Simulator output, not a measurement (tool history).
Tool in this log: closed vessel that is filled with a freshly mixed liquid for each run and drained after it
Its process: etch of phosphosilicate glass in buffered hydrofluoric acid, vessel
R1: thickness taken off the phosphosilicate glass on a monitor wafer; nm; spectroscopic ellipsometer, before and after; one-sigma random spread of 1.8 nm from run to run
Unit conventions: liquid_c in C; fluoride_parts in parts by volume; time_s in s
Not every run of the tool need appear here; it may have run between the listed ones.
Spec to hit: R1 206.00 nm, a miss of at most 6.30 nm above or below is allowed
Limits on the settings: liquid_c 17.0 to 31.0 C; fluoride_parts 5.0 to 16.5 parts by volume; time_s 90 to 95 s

Run 1, hour 0.0: liquid_c 23.0 C, fluoride_parts 10.0 parts by volume, time_s 90 s. Result: R1 344.54 nm.
Run 2, hour 1.8: liquid_c 25.0 C, fluoride_parts 10.0 parts by volume, time_s 90 s. Result: R1 375.97 nm.
Run 3, hour 9.4: liquid_c 23.0 C, fluoride_parts 10.5 parts by volume, time_s 90 s. Result: R1 332.23 nm.
Run 4, hour 14.6: liquid_c 21.5 C, fluoride_parts 11.0 parts by volume, time_s 90 s. Result: R1 288.75 nm.
Run 5, hour 21.2: liquid_c 20.5 C, fluoride_parts 11.5 parts by volume, time_s 90 s. Result: R1 264.28 nm.
Run 6, hour 29.1: liquid_c 19.5 C, fluoride_parts 11.5 parts by volume, time_s 90 s. Result: R1 246.10 nm.
Run 7, hour 37.4: liquid_c 19.0 C, fluoride_parts 11.5 parts by volume, time_s 90 s. Result: R1 238.04 nm.
Run 8, hour 38.7: liquid_c 18.5 C, fluoride_parts 11.5 parts by volume, time_s 90 s. Result: R1 234.34 nm.
Run 9, hour 43.0: liquid_c 18.0 C, fluoride_parts 11.5 parts by volume, time_s 90 s. Result: R1 226.86 nm.

5 next moves are on the table. One of them brings every result within its allowed miss. Which?
Run A, hour 47.3: liquid_c 17.0 C, fluoride_parts 10.5 parts by volume, time_s 90 s. Result: R1 ?.
Run B, hour 47.3: liquid_c 21.0 C, fluoride_parts 12.0 parts by volume, time_s 90 s. Result: R1 ?.
Run C, hour 47.3: liquid_c 18.5 C, fluoride_parts 11.0 parts by volume, time_s 95 s. Result: R1 ?.
Run D, hour 47.3: liquid_c 19.0 C, fluoride_parts 11.5 parts by volume, time_s 90 s. Result: R1 ?.
Run E, hour 47.3: liquid_c 17.0 C, fluoride_parts 12.0 parts by volume, time_s 90 s. Result: R1 ?.

move      R1
   A  231.96
   B  255.12
   C  254.82
   D  237.77
   E  203.60
A: lands further from the targets than the last run did
B: lands further from the targets than the last run did
C: lands further from the targets than the last run did
D: lands further from the targets than the last run did
E: hits every target within its allowed miss
The right move is E.
